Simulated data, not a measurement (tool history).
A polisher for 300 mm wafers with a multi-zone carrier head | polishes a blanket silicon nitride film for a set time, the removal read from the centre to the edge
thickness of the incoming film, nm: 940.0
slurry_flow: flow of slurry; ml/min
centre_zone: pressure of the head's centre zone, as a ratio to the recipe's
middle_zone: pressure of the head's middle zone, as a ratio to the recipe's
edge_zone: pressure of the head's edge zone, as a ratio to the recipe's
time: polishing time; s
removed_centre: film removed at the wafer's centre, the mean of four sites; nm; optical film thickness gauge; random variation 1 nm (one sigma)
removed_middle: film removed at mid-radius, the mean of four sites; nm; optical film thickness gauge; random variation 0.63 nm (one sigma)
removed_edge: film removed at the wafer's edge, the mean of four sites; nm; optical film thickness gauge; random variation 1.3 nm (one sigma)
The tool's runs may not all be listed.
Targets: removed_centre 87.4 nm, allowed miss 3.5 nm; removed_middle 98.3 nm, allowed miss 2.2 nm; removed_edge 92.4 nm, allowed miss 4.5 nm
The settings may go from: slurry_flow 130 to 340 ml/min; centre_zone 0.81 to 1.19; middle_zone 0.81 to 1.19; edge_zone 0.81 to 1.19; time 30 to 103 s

| run | day | slurry_flow | centre_zone | middle_zone | edge_zone | time | removed_centre | removed_middle | removed_edge |
|---|---|---|---|---|---|---|---|---|---|
| 1 | 0 | 220 | 1 | 1 | 1 | 66 | 107.93 | 105.57 | 108.02 |
| 2 | 0.321 | 220 | 1 | 1 | 1 | 57 | 93.048 | 90.6 | 93.528 |
| 3 | 0.438 | 230 | 0.98 | 1.02 | 0.99 | 57 | 90.638 | 92.258 | 95.698 |
| 4 | 0.679 | 225 | 0.98 | 1.05 | 0.97 | 57 | 90.892 | 93.417 | 92.803 |
| 5 | 0.854 | 225 | 0.98 | 1.05 | 0.97 | 41 | 65.28 | 67.171 | 67.096 |
| 6 | 1.125 | 245 | 0.99 | 1.09 | 1 | 44 | 72.598 | 74.684 | 73.757 |
| 7 | 1.467 | 255 | 0.98 | 1.12 | 1.01 | 47 | 77.855 | 81.374 | 78.988 |
| 8 | 1.596 | 265 | 0.97 | 1.14 | 1.02 | 49 | 80.342 | 87.363 | 85.299 |
| 9 | 1.792 | 275 | 0.97 | 1.16 | 1.01 | 50 | 82.694 | 89.659 | 85.704 |
| 10 | 1.938 | 275 | 0.97 | 1.16 | 1.01 | 50 | 81.919 | 89.377 | 83.512 |

Which of these 4 next moves meets every target?
| A | 2.083 | 235 | 0.95 | 1.18 | 1.01 | 55 | ? | ? | ? |
| B | 2.083 | 245 | 1.03 | 0.93 | 1 | 53 | ? | ? | ? |
| C | 2.083 | 340 | 0.96 | 1.01 | 1.02 | 55 | ? | ? | ? |
| D | 2.083 | 295 | 1.04 | 1.18 | 1.01 | 51 | ? | ? | ? |

| move | removed_centre | removed_middle | removed_edge |
|---|---|---|---|
| A | 85.509 | 98.472 | 92.563 |
| B | 88.887 | 82.637 | 89.413 |
| C | 90.116 | 93.164 | 95.94 |
| D | 88.411 | 93.709 | 87.564 |
A: meets every target
B: further off than the last run
C: nearer than the last run, and not there yet
D: nearer than the last run, and not there yet
Move A is the one to make.
